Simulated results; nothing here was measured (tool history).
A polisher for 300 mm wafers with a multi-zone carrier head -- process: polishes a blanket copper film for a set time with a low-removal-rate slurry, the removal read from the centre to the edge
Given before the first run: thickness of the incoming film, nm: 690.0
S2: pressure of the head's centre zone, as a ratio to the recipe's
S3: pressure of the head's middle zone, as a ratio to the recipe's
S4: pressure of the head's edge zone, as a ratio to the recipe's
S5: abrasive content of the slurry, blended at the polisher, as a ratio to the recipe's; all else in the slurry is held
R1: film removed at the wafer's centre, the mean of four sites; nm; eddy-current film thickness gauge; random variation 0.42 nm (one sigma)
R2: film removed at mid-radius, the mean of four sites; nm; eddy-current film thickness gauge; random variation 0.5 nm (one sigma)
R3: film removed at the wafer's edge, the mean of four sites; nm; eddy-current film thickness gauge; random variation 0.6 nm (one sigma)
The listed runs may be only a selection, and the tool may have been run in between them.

{"run": 1, "hour": 0.0, "flow of slurry (ml/min)": 305, "S2": 1, "S3": 1, "S4": 1, "S5": 1, "polishing time (s)": 31, "R1": 71.27, "R2": 74.777, "R3": 73.18}
{"run": 2, "hour": 2.4, "flow of slurry (ml/min)": 240, "S2": 1, "S3": 1, "S4": 1, "S5": 1, "polishing time (s)": 31, "R1": 70.122, "R2": 72.75, "R3": 72.656}
{"run": 3, "hour": 9.9, "flow of slurry (ml/min)": 240, "S2": 1, "S3": 1, "S4": 1, "S5": 0.9, "polishing time (s)": 31, "R1": 68.247, "R2": 72.386, "R3": 69.055}
{"run": 4, "hour": 11.7, "flow of slurry (ml/min)": 240, "S2": 1, "S3": 1, "S4": 1, "S5": 0.7, "polishing time (s)": 31, "R1": 64.313, "R2": 67.559, "R3": 65.395}
{"run": 5, "hour": 13.3, "flow of slurry (ml/min)": 240, "S2": 1, "S3": 1, "S4": 1.08, "S5": 0.7, "polishing time (s)": 31, "R1": 64.617, "R2": 68.35, "R3": 69.425}
{"run": 6, "hour": 15.6, "flow of slurry (ml/min)": 240, "S2": 1, "S3": 0.92, "S4": 1.08, "S5": 0.7, "polishing time (s)": 31, "R1": 65.956, "R2": 62.773, "R3": 67.811}
{"run": 7, "hour": 17.9, "flow of slurry (ml/min)": 240, "S2": 0.98, "S3": 0.92, "S4": 1.06, "S5": 0.65, "polishing time (s)": 30, "R1": 60.225, "R2": 59.664, "R3": 66.042}

Predict the results of run 8:
{"run": 8, "hour": 25.6, "flow of slurry (ml/min)": 235, "S2": 0.98, "S3": 0.93, "S4": 1.04, "S5": 0.65, "polishing time (s)": 29, "R1": "?", "R2": "?", "R3": "?"}

{"run 8": {"R1": 58.396, "R2": 57.929, "R3": 60.993}}
